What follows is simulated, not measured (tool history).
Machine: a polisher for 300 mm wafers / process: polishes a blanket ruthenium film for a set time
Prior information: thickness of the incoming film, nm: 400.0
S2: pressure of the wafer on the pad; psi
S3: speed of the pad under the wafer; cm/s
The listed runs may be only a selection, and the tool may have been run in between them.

{"run": 1, "hour": 0.0, "flow of slurry (ml/min)": 275, "S2": 2.7, "S3": 90, "polishing time (s)": 18, "film removed (nm)": 26.876}
{"run": 2, "hour": 8.0, "flow of slurry (ml/min)": 275, "S2": 2.6, "S3": 90, "polishing time (s)": 18, "film removed (nm)": 25.591}
{"run": 3, "hour": 10.3, "flow of slurry (ml/min)": 275, "S2": 2.9, "S3": 90, "polishing time (s)": 18, "film removed (nm)": 28.91}
{"run": 4, "hour": 17.3, "flow of slurry (ml/min)": 275, "S2": 2.8, "S3": 90, "polishing time (s)": 18, "film removed (nm)": 27.645}
{"run": 5, "hour": 22.5, "flow of slurry (ml/min)": 275, "S2": 2.8, "S3": 100, "polishing time (s)": 18, "film removed (nm)": 30.414}
{"run": 6, "hour": 30.7, "flow of slurry (ml/min)": 275, "S2": 2.7, "S3": 100, "polishing time (s)": 18, "film removed (nm)": 29.631}

What does the tool deliver on the next run?
{"run": 7, "hour": 31.7, "flow of slurry (ml/min)": 265, "S2": 2.0, "S3": 98, "polishing time (s)": 18, "film removed (nm)": "?"}

Run 7 came out at film removed (nm) 21.545.
